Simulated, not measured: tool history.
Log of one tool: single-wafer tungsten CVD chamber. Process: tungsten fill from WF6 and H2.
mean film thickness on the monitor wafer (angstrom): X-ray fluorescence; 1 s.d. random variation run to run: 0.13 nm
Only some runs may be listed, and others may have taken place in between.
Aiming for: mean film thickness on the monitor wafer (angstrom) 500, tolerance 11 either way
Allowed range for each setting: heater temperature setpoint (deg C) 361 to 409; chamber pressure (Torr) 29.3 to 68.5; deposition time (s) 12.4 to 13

run,hour,heater temperature setpoint (deg C),chamber pressure (Torr),deposition time (s),mean film thickness on the monitor wafer (angstrom)
1,0,385,48.9,13,351.15
2,7.3,390,49.2,13,388.58
3,9.5,394,49.4,13,420.71
4,17.9,394,49.4,12.4,399.31
5,22.7,398,49.6,12.4,433.74
6,29,398,49.6,12.4,432.78
7,30.7,400,49.7,12.4,447.8
8,35.9,402,49.8,12.4,465.77
9,44,403,49.9,12.4,474.78
10,50.4,404,49.9,12.4,480.94

Which of these 4 next moves meets every target?
A,56.8,406,51,12.9,?
B,56.8,404,47.4,13,?
C,56.8,400,50.3,13,?
D,56.8,401,47.9,13,?

move,mean film thickness on the monitor wafer (angstrom)
A,524.48
B,496.47
C,473.36
D,472.95
A: takes the result that was furthest off past its target
B: each result inside its tolerance
C: misses by more than the last run did
D: misses by more than the last run did
The right move is B.

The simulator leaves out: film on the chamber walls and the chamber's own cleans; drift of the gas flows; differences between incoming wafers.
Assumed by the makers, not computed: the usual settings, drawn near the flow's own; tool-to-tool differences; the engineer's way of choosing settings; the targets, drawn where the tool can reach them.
